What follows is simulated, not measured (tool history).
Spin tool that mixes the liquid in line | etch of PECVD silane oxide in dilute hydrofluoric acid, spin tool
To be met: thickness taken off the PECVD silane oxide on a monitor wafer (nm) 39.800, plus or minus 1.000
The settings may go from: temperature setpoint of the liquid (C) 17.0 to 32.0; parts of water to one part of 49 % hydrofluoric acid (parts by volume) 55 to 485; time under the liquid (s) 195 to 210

| run | hour | temperature setpoint of the liquid (C) | parts of water to one part of 49 % hydrofluoric acid (parts by volume) | time under the liquid (s) | thickness taken off the PECVD silane oxide on a monitor wafer (nm) |
|---|---|---|---|---|---|
| 1 | 0.0 | 24.0 | 270 | 195 | 17.943 |
| 2 | 6.8 | 24.0 | 270 | 195 | 17.910 |
| 3 | 9.0 | 26.0 | 235 | 195 | 22.887 |
| 4 | 17.8 | 24.0 | 235 | 195 | 21.288 |
| 5 | 22.5 | 26.0 | 215 | 195 | 25.578 |
| 6 | 23.9 | 26.0 | 285 | 195 | 17.776 |
| 7 | 28.8 | 27.5 | 250 | 195 | 22.172 |
| 8 | 32.0 | 28.5 | 225 | 195 | 26.367 |
| 9 | 36.5 | 29.5 | 205 | 195 | 30.546 |
| 10 | 41.7 | 30.0 | 195 | 195 | 32.934 |
| 11 | 46.8 | 30.5 | 190 | 195 | 34.643 |
| 12 | 52.7 | 31.0 | 185 | 195 | 36.728 |
| 13 | 55.8 | 31.5 | 185 | 195 | 37.220 |
| 14 | 63.1 | 32.0 | 170 | 195 | 42.092 |

Which of these 4 next moves meets every target?
| A | 70.4 | 31.5 | 185 | 210 | ? |
| B | 70.4 | 26.5 | 140 | 205 | ? |
| C | 70.4 | 31.5 | 165 | 195 | ? |
| D | 70.4 | 26.0 | 160 | 200 | ? |

| move | thickness taken off the PECVD silane oxide on a monitor wafer (nm) |
|---|---|
| A | 40.140 |
| B | 46.114 |
| C | 42.956 |
| D | 37.686 |
A: in spec on every target
B: its largest miss is bigger than the last run's
C: its largest miss is bigger than the last run's
D: moves the result that the last run missed by most past its target, out the other side
The move that meets every target is A.

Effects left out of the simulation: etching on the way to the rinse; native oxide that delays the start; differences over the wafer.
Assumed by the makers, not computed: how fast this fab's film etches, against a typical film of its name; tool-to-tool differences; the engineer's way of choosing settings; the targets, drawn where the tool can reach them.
